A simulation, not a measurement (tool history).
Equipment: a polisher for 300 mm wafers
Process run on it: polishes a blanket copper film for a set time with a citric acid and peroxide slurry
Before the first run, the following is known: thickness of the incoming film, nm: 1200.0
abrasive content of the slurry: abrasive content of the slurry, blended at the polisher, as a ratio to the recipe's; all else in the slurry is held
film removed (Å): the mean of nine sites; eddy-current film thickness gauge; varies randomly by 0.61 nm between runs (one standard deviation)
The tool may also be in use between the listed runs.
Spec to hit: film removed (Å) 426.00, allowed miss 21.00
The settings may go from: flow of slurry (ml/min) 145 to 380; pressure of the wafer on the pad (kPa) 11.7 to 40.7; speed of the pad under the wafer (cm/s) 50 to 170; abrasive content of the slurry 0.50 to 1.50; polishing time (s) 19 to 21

run  hour  flow of slurry (ml/min)  pressure of the wafer on the pad (kPa)  speed of the pad under the wafer (cm/s)  abrasive content of the slurry  polishing time (s)  film removed (Å)
  1   0.0                      245                                    26.2                                      110                            1.00                  21            661.06
  2   3.2                      245                                    24.1                                      110                            1.00                  21            598.04
  3   4.3                      245                                    22.8                                      110                            1.00                  21            556.93
  4  13.1                      245                                    22.8                                      110                            1.15                  21            595.97
  5  13.8                      220                                    22.8                                      110                            1.15                  21            573.16
  6  17.1                      220                                    18.6                                      110                            1.15                  21            471.21
  7  17.9                      215                                    17.9                                      110                            1.15                  21            456.81
  8  24.2                      210                                    17.9                                      110                            1.15                  21            453.79
  9  30.5                      205                                    17.9                                      110                            1.15                  21            458.99

Which of these 4 next moves meets every target?
  A  36.8                      195                                    15.2                                      142                            1.10                  19                 ?
  B  36.8                      205                                    20.7                                      100                            1.20                  21                 ?
  C  36.8                      210                                    17.9                                      136                            0.85                  21                 ?
  D  36.8                      205                                    17.9                                      104                            1.15                  19                 ?

move  film removed (Å)
   A            427.63
   B            499.28
   C            500.44
   D            400.73
A: hits every target within its allowed miss
B: moves away from the targets compared with the last run
C: moves away from the targets compared with the last run
D: moves the result that the last run missed by most past its target, out the other side
Correct choice: A, which meets every target
